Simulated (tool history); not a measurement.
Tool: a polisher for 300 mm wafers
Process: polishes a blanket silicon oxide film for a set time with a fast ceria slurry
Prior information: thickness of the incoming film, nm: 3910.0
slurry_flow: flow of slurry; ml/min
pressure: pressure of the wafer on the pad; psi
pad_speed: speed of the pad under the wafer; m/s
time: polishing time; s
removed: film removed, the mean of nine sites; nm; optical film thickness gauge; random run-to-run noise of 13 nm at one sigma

| run | hour | slurry_flow | pressure | pad_speed | time | removed |
|---|---|---|---|---|---|---|
| 1 | 0 | 315 | 2.4 | 0.96 | 60 | 779.67 |
| 2 | 8.4 | 315 | 2.7 | 0.96 | 60 | 904.5 |
| 3 | 15.7 | 315 | 2.7 | 0.96 | 63 | 941.77 |
| 4 | 20.7 | 315 | 2.8 | 0.96 | 63 | 983.16 |
| 5 | 29 | 315 | 2.9 | 0.96 | 63 | 1013.6 |
| 6 | 33.8 | 315 | 3.5 | 0.96 | 63 | 1231 |

Run 7 has not been measured yet. What should we expect?
| 7 | 41.3 | 315 | 3.4 | 0.96 | 63 | ? |

{"run 7": {"removed": 1189.3}}
